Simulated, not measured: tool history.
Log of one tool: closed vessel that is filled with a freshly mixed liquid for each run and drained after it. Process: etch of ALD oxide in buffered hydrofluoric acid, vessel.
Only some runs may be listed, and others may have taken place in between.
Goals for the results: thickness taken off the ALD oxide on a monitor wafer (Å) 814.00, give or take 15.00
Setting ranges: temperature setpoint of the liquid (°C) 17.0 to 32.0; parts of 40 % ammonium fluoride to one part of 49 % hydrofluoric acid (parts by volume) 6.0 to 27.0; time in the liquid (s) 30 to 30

run	hour	temperature setpoint of the liquid (°C)	parts of 40 % ammonium fluoride to one part of 49 % hydrofluoric acid (parts by volume)	time in the liquid (s)	thickness taken off the ALD oxide on a monitor wafer (Å)
1	0.0	24.0	16.5	30	312.88
2	8.4	25.5	15.0	30	375.11
3	11.6	23.5	15.0	30	336.46
4	14.2	25.0	14.0	30	389.24
5	15.3	26.0	13.0	30	442.02
6	18.1	26.0	10.0	30	573.58
7	22.2	27.0	10.0	30	608.30
8	24.3	28.0	10.0	30	634.60
9	30.5	28.5	10.0	30	653.06
10	37.3	29.0	10.0	30	670.76
11	45.2	29.5	10.0	30	689.07
12	49.5	30.0	10.0	30	707.26
13	57.2	30.5	10.0	30	725.10

Which of these 5 next moves meets every target?
A	64.9	31.5	8.5	30	?
B	64.9	30.0	9.0	30	?
C	64.9	31.0	8.5	30	?
D	64.9	30.0	8.0	30	?
E	64.9	31.5	9.0	30	?

move	thickness taken off the ALD oxide on a monitor wafer (Å)
A	866.24
B	752.93
C	844.02
D	855.40
E	814.20
A: moves the result that the last run missed by most past its target, out the other side
B: better than the last run, though not everything is in spec
C: moves the result that the last run missed by most past its target, out the other side
D: moves the result that the last run missed by most past its target, out the other side
E: meets every target
E is the move that brings every result within its allowed miss.
